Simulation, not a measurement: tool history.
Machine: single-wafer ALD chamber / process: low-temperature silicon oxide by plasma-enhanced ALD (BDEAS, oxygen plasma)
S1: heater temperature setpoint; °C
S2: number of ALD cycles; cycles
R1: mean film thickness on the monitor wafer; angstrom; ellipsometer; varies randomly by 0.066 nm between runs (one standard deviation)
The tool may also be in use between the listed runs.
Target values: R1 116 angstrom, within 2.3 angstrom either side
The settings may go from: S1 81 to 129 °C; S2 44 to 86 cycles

run 1 hour=0 | S1=105 S2=65 | R1=90.496
run 2 hour=2.3 | S1=104 S2=67 | R1=93.072
run 3 hour=3.9 | S1=104 S2=60 | R1=83.947
run 4 hour=4.8 | S1=104 S2=54 | R1=74.898
run 5 hour=12 | S1=103 S2=58 | R1=80.637
run 6 hour=15.8 | S1=96 S2=58 | R1=82.039
run 7 hour=17.6 | S1=95 S2=61 | R1=86.779
run 8 hour=19.5 | S1=94 S2=64 | R1=91.228
run 9 hour=23.9 | S1=93 S2=66 | R1=94.352
run 10 hour=24.6 | S1=92 S2=68 | R1=97.283
run 11 hour=32 | S1=91 S2=70 | R1=100.98

Which of these 5 next moves meets every target?
run A hour=39.4 | S1=81 S2=85 | R1=?
run B hour=39.4 | S1=87 S2=74 | R1=?
run C hour=39.4 | S1=87 S2=79 | R1=?
run D hour=39.4 | S1=82 S2=67 | R1=?
run E hour=39.4 | S1=90 S2=66 | R1=?

move=A R1=128.11
move=B R1=109.55
move=C R1=116.95
move=D R1=100.69
move=E R1=96.825
A: moves the result that the last run missed by most past its target, out the other side
B: better than the last run, though not everything is in spec
C: each result inside its tolerance
D: no better and no worse than the last run
E: misses by more than the last run did
So the answer is move C, the one that meets all the targets.
